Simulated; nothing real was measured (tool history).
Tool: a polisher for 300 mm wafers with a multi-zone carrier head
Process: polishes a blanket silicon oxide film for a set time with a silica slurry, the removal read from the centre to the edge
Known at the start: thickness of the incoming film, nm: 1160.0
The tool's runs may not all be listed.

run,hour,flow of slurry (ml/min),pressure of the head's centre zone,pressure of the head's middle zone,pressure of the head's edge zone,abrasive content of the slurry,polishing time (s),film removed at the wafer's centre (nm),film removed at mid-radius (nm),film removed at the wafer's edge (nm)
1,0,175,1,1,1,1,48,182.88,184.16,169.12
2,7.4,165,0.95,1.02,0.96,0.95,48,164.94,183.15,163.08
3,9.1,165,0.95,1.02,0.96,0.95,36,125.62,138.8,122.35
4,9.7,180,0.95,1.06,1,1,36,131.71,143.82,126.46
5,14.4,180,0.99,1.06,1,1,36,136.46,147.06,129.88
6,16.6,180,0.99,0.98,1,1,36,137.23,135.18,128.84
7,17.9,175,0.97,1.04,1,1.1,36,135.35,152.27,132.65
8,20.5,180,0.97,1.06,1.01,1.15,36,141.84,154.81,136.11
# hour 24: edge zone pressure recalibrated
9,24,175,0.96,1.09,1.01,1.2,36,144.31,159.51,144.62

Forecast run 10:
10,31.2,180,0.95,1.12,0.98,1.2,36,?,?,?

{"run 10": {"film removed at the wafer's centre (nm)": 141.31, "film removed at mid-radius (nm)": 167.4, "film removed at the wafer's edge (nm)": 142.69}}

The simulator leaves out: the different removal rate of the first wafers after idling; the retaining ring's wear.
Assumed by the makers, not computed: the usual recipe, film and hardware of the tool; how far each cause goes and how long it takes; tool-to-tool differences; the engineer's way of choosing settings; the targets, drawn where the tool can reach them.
